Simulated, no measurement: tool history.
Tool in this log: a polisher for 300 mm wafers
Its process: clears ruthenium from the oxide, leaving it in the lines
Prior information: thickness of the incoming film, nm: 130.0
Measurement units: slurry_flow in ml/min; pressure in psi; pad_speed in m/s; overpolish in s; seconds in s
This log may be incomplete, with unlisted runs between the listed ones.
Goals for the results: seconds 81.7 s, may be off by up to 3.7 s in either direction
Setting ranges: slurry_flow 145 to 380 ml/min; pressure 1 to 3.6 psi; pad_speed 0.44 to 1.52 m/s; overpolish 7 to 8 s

{"run": 1, "hour": 0.0, "slurry_flow": 245, "pressure": 2.3, "pad_speed": 0.98, "overpolish": 8, "seconds": 108.31}
{"run": 2, "hour": 7.1, "slurry_flow": 245, "pressure": 2.4, "pad_speed": 0.98, "overpolish": 8, "seconds": 102.83}
{"run": 3, "hour": 10.6, "slurry_flow": 245, "pressure": 2.4, "pad_speed": 0.8, "overpolish": 8, "seconds": 126.93}
{"run": 4, "hour": 18.7, "slurry_flow": 245, "pressure": 2.4, "pad_speed": 0.58, "overpolish": 8, "seconds": 166.37}
{"run": 5, "hour": 24.2, "slurry_flow": 295, "pressure": 2.4, "pad_speed": 0.58, "overpolish": 8, "seconds": 167.8}
{"run": 6, "hour": 32.7, "slurry_flow": 295, "pressure": 2, "pad_speed": 0.58, "overpolish": 8, "seconds": 201.89}
{"run": 7, "hour": 38.0, "slurry_flow": 295, "pressure": 2, "pad_speed": 0.58, "overpolish": 8, "seconds": 201.86}
{"run": 8, "hour": 39.9, "slurry_flow": 295, "pressure": 2.4, "pad_speed": 0.62, "overpolish": 8, "seconds": 161.79}
{"run": 9, "hour": 45.5, "slurry_flow": 295, "pressure": 2.7, "pad_speed": 0.66, "overpolish": 8, "seconds": 131.2}
{"run": 10, "hour": 49.0, "slurry_flow": 295, "pressure": 2.9, "pad_speed": 0.68, "overpolish": 8, "seconds": 122.33}
{"run": 11, "hour": 56.3, "slurry_flow": 300, "pressure": 3.5, "pad_speed": 0.9, "overpolish": 8, "seconds": 76.203}

Pick the move, out of 5, that brings all results within their allowed miss; only one does.
{"run": "A", "hour": 63.6, "slurry_flow": 250, "pressure": 3.4, "pad_speed": 0.9, "overpolish": 8, "seconds": "?"}
{"run": "B", "hour": 63.6, "slurry_flow": 195, "pressure": 3.6, "pad_speed": 0.96, "overpolish": 7, "seconds": "?"}
{"run": "C", "hour": 63.6, "slurry_flow": 275, "pressure": 3.6, "pad_speed": 0.88, "overpolish": 8, "seconds": "?"}
{"run": "D", "hour": 63.6, "slurry_flow": 355, "pressure": 3.2, "pad_speed": 1.1, "overpolish": 8, "seconds": "?"}
{"run": "E", "hour": 63.6, "slurry_flow": 250, "pressure": 3.5, "pad_speed": 0.94, "overpolish": 7, "seconds": "?"}

move=A seconds=80.019
move=B seconds=73.527
move=C seconds=76.504
move=D seconds=67.544
move=E seconds=74.572
A: each result inside its tolerance
B: lands further from the targets than the last run did
C: nearer than the last run, and not there yet
D: lands further from the targets than the last run did
E: lands further from the targets than the last run did
The right move is A.
